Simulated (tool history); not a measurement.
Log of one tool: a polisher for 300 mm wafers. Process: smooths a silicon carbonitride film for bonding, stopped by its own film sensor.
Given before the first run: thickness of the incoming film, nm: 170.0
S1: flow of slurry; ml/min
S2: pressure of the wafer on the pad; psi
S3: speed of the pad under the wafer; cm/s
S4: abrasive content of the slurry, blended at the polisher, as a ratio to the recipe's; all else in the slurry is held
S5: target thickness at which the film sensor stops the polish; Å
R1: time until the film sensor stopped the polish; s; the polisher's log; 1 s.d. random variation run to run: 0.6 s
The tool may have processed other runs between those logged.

run,hour,S1,S2,S3,S4,S5,R1
1,0,260,1.7,104,1,1540,71.837
2,0.9,260,2,104,1,1540,61.677
3,7.3,260,2,88,1,1540,65.665
4,11.9,260,2,88,1,1560,58.01
5,14.7,260,2,88,0.85,1560,62.257
6,23.3,260,2.2,88,0.85,1560,57.476
7,29.5,260,2.3,88,0.85,1560,54.865

Run 8 comes next. What will it give?
8,34.7,260,2.4,88,0.85,1560,?

Logged for run 8: R1 53.793 s.

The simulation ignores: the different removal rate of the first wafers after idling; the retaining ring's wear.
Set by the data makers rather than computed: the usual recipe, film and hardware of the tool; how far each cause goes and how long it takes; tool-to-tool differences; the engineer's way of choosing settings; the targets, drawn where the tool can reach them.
